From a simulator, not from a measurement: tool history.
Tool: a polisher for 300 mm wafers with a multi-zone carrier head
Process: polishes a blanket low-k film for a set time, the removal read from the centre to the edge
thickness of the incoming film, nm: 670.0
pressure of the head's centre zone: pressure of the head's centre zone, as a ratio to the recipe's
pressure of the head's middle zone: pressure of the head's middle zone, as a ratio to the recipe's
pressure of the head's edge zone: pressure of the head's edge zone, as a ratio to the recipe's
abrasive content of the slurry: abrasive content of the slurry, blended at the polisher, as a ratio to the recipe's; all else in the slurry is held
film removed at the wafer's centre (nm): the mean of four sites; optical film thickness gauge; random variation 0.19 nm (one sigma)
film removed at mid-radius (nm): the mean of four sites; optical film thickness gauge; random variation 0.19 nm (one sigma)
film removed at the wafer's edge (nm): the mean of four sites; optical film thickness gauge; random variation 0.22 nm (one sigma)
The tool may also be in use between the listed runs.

run  hour  flow of slurry (ml/min)  pressure of the head's centre zone  pressure of the head's middle zone  pressure of the head's edge zone  abrasive content of the slurry  polishing time (s)  film removed at the wafer's centre (nm)  film removed at mid-radius (nm)  film removed at the wafer's edge (nm)
  1     0                      195                                   1                                   1                                 1                               1                  50                                   11.994                           12.463                                 12.388
  2   2.8                      200                                1.02                                0.99                              1.03                             1.1                  51                                   13.162                           13.188                                 13.144
  3   4.5                      200                                1.02                                1.03                              1.03                             1.1                  51                                    13.32                           13.741                                 13.232
  4   5.1                      195                                1.02                                   1                              1.05                             1.2                  53                                   14.404                           14.481                                 14.405
  5   6.3                      190                                1.02                                0.98                              1.07                            1.25                  55                                   14.878                           14.901                                 15.251
  6   8.7                      190                                1.02                                0.98                               1.1                            1.25                  55                                   15.377                            14.88                                 15.487

Run 7 comes next. What will it give?
  7  17.5                      195                                1.02                                0.97                              1.12                             1.3                  56                                        ?                                ?                                      ?

Run 7 gave film removed at the wafer's centre (nm) 15.697, film removed at mid-radius (nm) 15.234, film removed at the wafer's edge (nm) 16.497.
